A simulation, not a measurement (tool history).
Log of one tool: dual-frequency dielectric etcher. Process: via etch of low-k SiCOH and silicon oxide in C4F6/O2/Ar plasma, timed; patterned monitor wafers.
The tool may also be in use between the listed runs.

run  hour  source power (W)  bias power (W)  etch time (s)  mean etch depth across the wafer (nm)
  1   0.0               370             197           67.0                                 208.37
  2   6.9               360             189           66.5                                 199.24
  3  11.8               350             185           66.0                                 192.67
  4  17.2               350             185           61.5                                 181.05
  5  25.1               320             185           61.5                                 174.40
  6  27.0               320             201           61.5                                 180.59
  7  28.9               310             200           61.5                                 178.22

Predict the results of run 8:
  8  37.2               300             199           61.5                                      ?

mean etch depth across the wafer (nm): 176.42
